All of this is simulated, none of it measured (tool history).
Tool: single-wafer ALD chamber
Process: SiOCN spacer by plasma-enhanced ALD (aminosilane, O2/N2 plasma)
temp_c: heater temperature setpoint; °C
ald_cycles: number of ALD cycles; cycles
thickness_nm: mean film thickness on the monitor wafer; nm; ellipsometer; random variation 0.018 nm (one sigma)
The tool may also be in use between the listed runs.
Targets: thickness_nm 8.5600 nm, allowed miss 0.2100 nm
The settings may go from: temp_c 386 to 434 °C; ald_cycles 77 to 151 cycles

run,hour,temp_c,ald_cycles,thickness_nm
1,0.0,410,114,6.6747
2,2.5,415,114,6.5911
3,4.2,415,130,7.4763
4,9.9,414,132,7.6528
5,18.0,422,132,7.4804
6,24.1,421,134,7.5916
7,31.2,419,135,7.6795
8,34.0,418,136,7.7740
9,42.3,417,137,7.8507
10,45.6,416,138,7.9204
11,50.8,415,139,8.0171
12,59.1,414,140,8.0962

Which of these 4 next moves meets every target?
A,67.4,414,136,?
B,67.4,421,138,?
C,67.4,416,133,?
D,67.4,421,151,?

move,thickness_nm
A,7.8473
B,7.8093
C,7.6319
D,8.5450
A: further off than the last run
B: further off than the last run
C: further off than the last run
D: meets every target
Move D is the one to make.

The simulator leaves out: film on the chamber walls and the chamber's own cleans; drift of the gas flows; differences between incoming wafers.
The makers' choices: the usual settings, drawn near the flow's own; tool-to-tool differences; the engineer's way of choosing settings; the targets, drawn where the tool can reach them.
